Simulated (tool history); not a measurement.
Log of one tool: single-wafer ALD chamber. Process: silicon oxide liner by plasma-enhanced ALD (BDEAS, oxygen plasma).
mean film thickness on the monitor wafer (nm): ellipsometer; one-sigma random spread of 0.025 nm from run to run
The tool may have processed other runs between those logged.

run    day  heater temperature setpoint (°C)  number of ALD cycles (cycles)  mean film thickness on the monitor wafer (nm)
  1      0                               315                             84                                         7.7643
  2  0.058                               316                             78                                         7.1946
  3  0.246                               324                             78                                         7.1597
  4  0.604                               324                             69                                         6.3152
  5  0.842                               324                             67                                         6.1006
  6  1.071                               324                             72                                         6.6032

What does the tool deliver on the next run?
  7  1.262                               324                             69                                              ?

mean film thickness on the monitor wafer (nm): 6.2728

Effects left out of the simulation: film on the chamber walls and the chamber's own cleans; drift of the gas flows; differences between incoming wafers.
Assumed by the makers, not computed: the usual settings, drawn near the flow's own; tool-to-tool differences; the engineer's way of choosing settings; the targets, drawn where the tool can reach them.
